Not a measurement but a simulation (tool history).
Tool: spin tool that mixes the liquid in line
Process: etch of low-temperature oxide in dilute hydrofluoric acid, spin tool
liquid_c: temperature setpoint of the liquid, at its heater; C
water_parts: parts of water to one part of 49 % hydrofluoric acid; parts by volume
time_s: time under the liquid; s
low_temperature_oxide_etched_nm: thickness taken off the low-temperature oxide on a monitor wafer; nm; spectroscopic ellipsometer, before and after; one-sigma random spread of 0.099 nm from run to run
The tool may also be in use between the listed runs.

| run | day | liquid_c | water_parts | time_s | low_temperature_oxide_etched_nm |
|---|---|---|---|---|---|
| 1 | 0.000 | 25.0 | 160 | 90 | 7.3988 |
| 2 | 0.258 | 26.0 | 160 | 90 | 7.7004 |
| 3 | 0.338 | 27.0 | 160 | 90 | 7.9460 |
| 4 | 0.608 | 27.5 | 160 | 90 | 8.1965 |
| 5 | 0.921 | 27.5 | 180 | 90 | 7.0258 |
| 6 | 1.167 | 28.0 | 175 | 90 | 7.4701 |
| 7 | 1.533 | 28.5 | 170 | 90 | 7.7886 |

The next listed run, before its measurement:
| 8 | 1.675 | 32.5 | 135 | 90 | ? |

{"run 8": {"low_temperature_oxide_etched_nm": 12.057}}
